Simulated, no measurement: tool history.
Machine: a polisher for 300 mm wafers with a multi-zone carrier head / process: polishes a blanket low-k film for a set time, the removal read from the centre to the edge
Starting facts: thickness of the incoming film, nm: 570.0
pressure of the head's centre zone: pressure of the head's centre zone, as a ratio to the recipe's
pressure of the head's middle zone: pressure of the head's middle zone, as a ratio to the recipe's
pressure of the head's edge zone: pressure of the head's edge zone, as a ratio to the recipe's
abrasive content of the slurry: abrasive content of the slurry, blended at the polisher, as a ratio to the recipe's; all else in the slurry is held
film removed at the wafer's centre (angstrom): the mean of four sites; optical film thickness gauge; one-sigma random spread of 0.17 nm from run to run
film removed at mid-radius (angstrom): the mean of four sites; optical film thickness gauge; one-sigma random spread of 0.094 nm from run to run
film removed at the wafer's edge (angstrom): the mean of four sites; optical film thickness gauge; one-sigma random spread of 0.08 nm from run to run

run  hour  flow of slurry (ml/min)  pressure of the head's centre zone  pressure of the head's middle zone  pressure of the head's edge zone  abrasive content of the slurry  polishing time (s)  film removed at the wafer's centre (angstrom)  film removed at mid-radius (angstrom)  film removed at the wafer's edge (angstrom)
  1     0                      305                                   1                                   1                                 1                               1                  32                                         132.07                                 138.72                                       139.34
  2   3.7                      305                                0.95                                   1                                 1                               1                  32                                         128.58                                 137.28                                       138.38
  3  10.7                      380                                0.95                                   1                                 1                               1                  32                                         131.71                                 141.21                                       140.63
  4  13.3                      365                                   1                                0.94                              1.01                             0.9                  32                                         127.71                                 125.92                                       133.22
  5  22.3                      365                                   1                                0.94                              1.01                            1.05                  32                                         140.53                                  136.2                                       143.97
  6  30.9                      365                                1.06                                0.94                              1.01                            1.05                  32                                         150.52                                 138.37                                       145.59
  7  38.3                      355                                1.08                                 0.9                              1.02                            0.95                  32                                         141.48                                 123.39                                       137.66
  8  43.8                      340                                1.09                                0.87                              1.01                             0.9                  32                                         137.81                                 117.02                                       132.01
  9  50.4                      330                                 1.1                                0.85                              1.02                            0.85                  32                                         135.91                                 112.71                                       129.37

Predict the results of run 10:
 10  56.6                      330                                 1.1                                0.84                              1.03                             0.8                  32                                              ?                                      ?                                            ?

{"run 10": {"film removed at the wafer's centre (angstrom)": 132.04, "film removed at mid-radius (angstrom)": 106.06, "film removed at the wafer's edge (angstrom)": 126.73}}
